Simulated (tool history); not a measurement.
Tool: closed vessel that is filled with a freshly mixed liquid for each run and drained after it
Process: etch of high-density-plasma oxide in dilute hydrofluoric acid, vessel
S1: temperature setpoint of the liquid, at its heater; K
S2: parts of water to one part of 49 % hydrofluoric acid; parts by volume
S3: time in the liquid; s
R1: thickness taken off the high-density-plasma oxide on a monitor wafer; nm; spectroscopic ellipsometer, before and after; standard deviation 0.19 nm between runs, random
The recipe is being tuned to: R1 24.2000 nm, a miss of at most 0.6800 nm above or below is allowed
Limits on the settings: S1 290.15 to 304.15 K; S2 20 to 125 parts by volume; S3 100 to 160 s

run	hour	S1	S2	S3	R1
1	0.0	296.15	70	160	10.6990
2	1.0	296.15	60	160	12.4380
3	3.3	297.15	55	160	14.5820
4	11.5	297.15	80	160	9.5300
5	19.9	298.15	75	160	10.6260
6	27.1	294.65	75	160	9.1722
7	29.8	294.65	75	160	9.2767
8	33.4	296.15	70	160	10.7700
9	35.4	297.15	65	160	11.9010
10	37.2	297.15	65	160	12.2300
11	41.2	298.15	60	160	13.4910
12	50.1	299.15	55	160	15.5490
13	52.7	299.65	55	160	15.8040
14	58.2	299.65	55	160	15.7940
# hour 59.2: hydrofluoric acid flow meter replaced
15	59.2	300.15	55	160	17.0670

Which one of the following 4 next-run settings gets every result inside its allowed miss? There is exactly one.
A	60.2	302.65	40	155	?
B	60.2	299.15	30	160	?
C	60.2	303.15	45	160	?
D	60.2	301.15	50	160	?

move	R1
A	26.0870
B	31.6250
C	24.2280
D	19.9920
A: pushes the last run's worst result past its target
B: pushes the last run's worst result past its target
C: all results land within tolerance of their targets
D: gains on the last run, yet a result remains outside its allowed miss
Go with C: it meets all targets.
